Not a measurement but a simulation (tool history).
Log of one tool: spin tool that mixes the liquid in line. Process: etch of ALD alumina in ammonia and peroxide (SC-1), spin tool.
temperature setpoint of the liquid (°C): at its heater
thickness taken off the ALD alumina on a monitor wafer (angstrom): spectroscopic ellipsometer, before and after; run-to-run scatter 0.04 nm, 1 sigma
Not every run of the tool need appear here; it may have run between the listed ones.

run	hour	temperature setpoint of the liquid (°C)	parts of 29 % ammonia solution to one part of 30 % peroxide (parts by volume)	time under the liquid (s)	thickness taken off the ALD alumina on a monitor wafer (angstrom)
1	0.0	58.0	0.45	225	100.120
2	1.0	57.0	0.45	225	95.697
3	6.0	57.0	0.55	225	96.882
4	7.9	56.0	0.55	225	92.976
5	15.3	56.0	0.70	225	94.916
6	21.2	56.0	0.70	240	100.760
7	24.9	54.5	0.70	240	92.632

Estimate the outcome of run 8 from the log above:
8	30.8	53.5	0.70	240	?

thickness taken off the ALD alumina on a monitor wafer (angstrom): 88.414

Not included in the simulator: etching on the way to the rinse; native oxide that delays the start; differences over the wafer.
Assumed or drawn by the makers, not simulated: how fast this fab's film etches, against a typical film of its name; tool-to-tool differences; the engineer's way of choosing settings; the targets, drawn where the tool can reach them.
